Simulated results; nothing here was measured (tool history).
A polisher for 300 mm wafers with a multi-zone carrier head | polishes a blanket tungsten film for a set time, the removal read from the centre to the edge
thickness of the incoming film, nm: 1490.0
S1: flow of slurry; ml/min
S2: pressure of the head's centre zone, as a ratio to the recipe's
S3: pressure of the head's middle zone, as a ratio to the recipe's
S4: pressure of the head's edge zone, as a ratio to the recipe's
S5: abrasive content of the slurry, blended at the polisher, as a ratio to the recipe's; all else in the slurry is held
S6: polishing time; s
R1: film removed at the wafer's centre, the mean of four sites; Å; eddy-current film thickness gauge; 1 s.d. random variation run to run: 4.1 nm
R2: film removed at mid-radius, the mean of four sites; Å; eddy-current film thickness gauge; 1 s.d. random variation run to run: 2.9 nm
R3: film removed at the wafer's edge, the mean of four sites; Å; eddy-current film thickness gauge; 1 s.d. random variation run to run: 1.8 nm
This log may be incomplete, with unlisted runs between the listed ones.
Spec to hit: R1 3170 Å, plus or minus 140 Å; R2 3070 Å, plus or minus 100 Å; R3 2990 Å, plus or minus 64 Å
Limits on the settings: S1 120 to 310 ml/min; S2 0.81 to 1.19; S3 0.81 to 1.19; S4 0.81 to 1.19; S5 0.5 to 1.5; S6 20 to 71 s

Run 1, hour 0: S1 200 ml/min, S2 1, S3 1, S4 1, S5 1, S6 45 s. Result: R1 2398.8 Å, R2 2517.8 Å, R3 2427.2 Å.
Run 2, hour 2.7: S1 200 ml/min, S2 1, S3 1, S4 1, S5 1, S6 53 s. Result: R1 2713.6 Å, R2 2942.8 Å, R3 2846.3 Å.
Run 3, hour 3.9: S1 215 ml/min, S2 1.02, S3 1, S4 1.01, S5 1, S6 53 s. Result: R1 2907.2 Å, R2 2975 Å, R3 2856.8 Å.
Run 4, hour 9.6: S1 225 ml/min, S2 1.02, S3 1, S4 1.02, S5 1, S6 53 s. Result: R1 2894.7 Å, R2 3021.8 Å, R3 2877 Å.
Run 5, hour 12.2: S1 225 ml/min, S2 1.02, S3 0.92, S4 1.02, S5 1, S6 53 s. Result: R1 2872.2 Å, R2 2782.6 Å, R3 2883.7 Å.
Run 6, hour 18: S1 235 ml/min, S2 1.03, S3 0.93, S4 1.03, S5 1, S6 53 s. Result: R1 2950.5 Å, R2 2843.8 Å, R3 2916.1 Å.
At hour 19.7: worn pad replaced by a new one.
Run 7, hour 19.7: S1 245 ml/min, S2 1.03, S3 0.94, S4 1.03, S5 1, S6 53 s. Result: R1 3209.8 Å, R2 3114.4 Å, R3 3224.5 Å.
Run 8, hour 23.7: S1 240 ml/min, S2 1.04, S3 0.95, S4 1.02, S5 1, S6 53 s. Result: R1 3296.7 Å, R2 3124.3 Å, R3 3183 Å.
Run 9, hour 27.3: S1 235 ml/min, S2 1.04, S3 0.96, S4 1.02, S5 0.95, S6 53 s. Result: R1 3226.8 Å, R2 3171.6 Å, R3 3133.3 Å.
Run 10, hour 33.7: S1 230 ml/min, S2 1.04, S3 0.96, S4 1.01, S5 0.95, S6 53 s. Result: R1 3202.5 Å, R2 3181.5 Å, R3 3140.3 Å.
Run 11, hour 38.9: S1 225 ml/min, S2 1.05, S3 0.97, S4 1.02, S5 1, S6 53 s. Result: R1 3287.6 Å, R2 3208.7 Å, R3 3150.2 Å.
Run 12, hour 46.3: S1 220 ml/min, S2 1.05, S3 0.97, S4 1.01, S5 1, S6 53 s. Result: R1 3166.3 Å, R2 3160.8 Å, R3 3181.1 Å.
Run 13, hour 48.8: S1 225 ml/min, S2 1.04, S3 0.96, S4 1.02, S5 0.95, S6 53 s. Result: R1 3137.1 Å, R2 3183.8 Å, R3 3091.8 Å.

Pick the move, out of 5, that brings all results within their allowed miss; only one does.
Run A, hour 51.3: S1 245 ml/min, S2 0.99, S3 0.99, S4 0.99, S5 0.8, S6 58 s. Result: R1 ?, R2 ?, R3 ?.
Run B, hour 51.3: S1 275 ml/min, S2 1.18, S3 0.95, S4 0.95, S5 0.95, S6 51 s. Result: R1 ?, R2 ?, R3 ?.
Run C, hour 51.3: S1 160 ml/min, S2 0.9, S3 0.93, S4 1.02, S5 1.05, S6 55 s. Result: R1 ?, R2 ?, R3 ?.
Run D, hour 51.3: S1 230 ml/min, S2 1.02, S3 0.92, S4 1.03, S5 1.1, S6 52 s. Result: R1 ?, R2 ?, R3 ?.
Run E, hour 51.3: S1 255 ml/min, S2 1.08, S3 0.98, S4 1.04, S5 0.8, S6 53 s. Result: R1 ?, R2 ?, R3 ?.

move      R1      R2      R3
   A  3240.8  3386.8  3176.9
   B  3638.8  3071.1  2923.8
   C  2806.3    3092  3155.2
   D  3266.9  3119.2  3176.9
   E  3250.2  3081.8    2979
A: its largest miss is bigger than the last run's
B: carries the result that was furthest off beyond its target, to the other side
C: its largest miss is bigger than the last run's
D: its largest miss is bigger than the last run's
E: every result within its allowed miss
Go with E: it meets all targets.

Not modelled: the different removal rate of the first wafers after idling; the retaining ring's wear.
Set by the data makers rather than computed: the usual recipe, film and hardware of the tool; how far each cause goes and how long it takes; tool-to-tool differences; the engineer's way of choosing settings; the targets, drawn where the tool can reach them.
